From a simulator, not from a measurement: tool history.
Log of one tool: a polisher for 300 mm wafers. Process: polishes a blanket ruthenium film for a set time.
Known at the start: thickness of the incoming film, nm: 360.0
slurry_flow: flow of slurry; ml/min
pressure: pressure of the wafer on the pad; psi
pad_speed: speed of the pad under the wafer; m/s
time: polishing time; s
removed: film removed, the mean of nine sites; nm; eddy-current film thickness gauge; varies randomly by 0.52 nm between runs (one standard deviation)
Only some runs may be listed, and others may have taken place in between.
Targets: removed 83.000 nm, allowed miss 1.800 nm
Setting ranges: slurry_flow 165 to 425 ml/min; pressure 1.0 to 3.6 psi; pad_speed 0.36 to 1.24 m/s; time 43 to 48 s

run 1 day=0.000 | slurry_flow=275 pressure=2.3 pad_speed=0.80 time=48 | removed=59.571
run 2 day=0.050 | slurry_flow=275 pressure=2.1 pad_speed=0.80 time=48 | removed=54.319
run 3 day=0.121 | slurry_flow=275 pressure=2.1 pad_speed=0.80 time=48 | removed=54.127
run 4 day=0.362 | slurry_flow=245 pressure=2.1 pad_speed=0.80 time=48 | removed=53.795
run 5 day=0.467 | slurry_flow=245 pressure=2.1 pad_speed=0.66 time=48 | removed=47.335
run 6 day=0.704 | slurry_flow=310 pressure=2.1 pad_speed=0.66 time=48 | removed=48.394
run 7 day=0.821 | slurry_flow=315 pressure=2.4 pad_speed=0.66 time=48 | removed=55.219
run 8 day=1.062 | slurry_flow=320 pressure=2.6 pad_speed=0.66 time=48 | removed=59.986
run 9 day=1.200 | slurry_flow=320 pressure=2.6 pad_speed=0.66 time=48 | removed=59.869
run 10 day=1.333 | slurry_flow=340 pressure=3.2 pad_speed=0.66 time=48 | removed=74.711
-- day=1.604 head pressure recalibrated
run 11 day=1.604 | slurry_flow=350 pressure=3.2 pad_speed=0.66 time=48 | removed=69.838
run 12 day=1.775 | slurry_flow=350 pressure=3.3 pad_speed=0.68 time=48 | removed=73.379
run 13 day=1.879 | slurry_flow=365 pressure=3.6 pad_speed=0.68 time=48 | removed=80.527

Pick the move, out of 5, that brings all results within their allowed miss; only one does.
run A day=1.983 | slurry_flow=425 pressure=3.6 pad_speed=0.76 time=46 | removed=?
run B day=1.983 | slurry_flow=405 pressure=3.6 pad_speed=0.70 time=44 | removed=?
run C day=1.983 | slurry_flow=370 pressure=3.3 pad_speed=0.82 time=46 | removed=?
run D day=1.983 | slurry_flow=385 pressure=3.6 pad_speed=0.66 time=48 | removed=?
run E day=1.983 | slurry_flow=260 pressure=3.5 pad_speed=0.68 time=48 | removed=?

move=A removed=83.027
move=B removed=75.209
move=C removed=79.280
move=D removed=78.890
move=E removed=75.429
A: every result within its allowed miss
B: moves away from the targets compared with the last run
C: moves away from the targets compared with the last run
D: moves away from the targets compared with the last run
E: moves away from the targets compared with the last run
So the answer is move A, the one that meets all the targets.
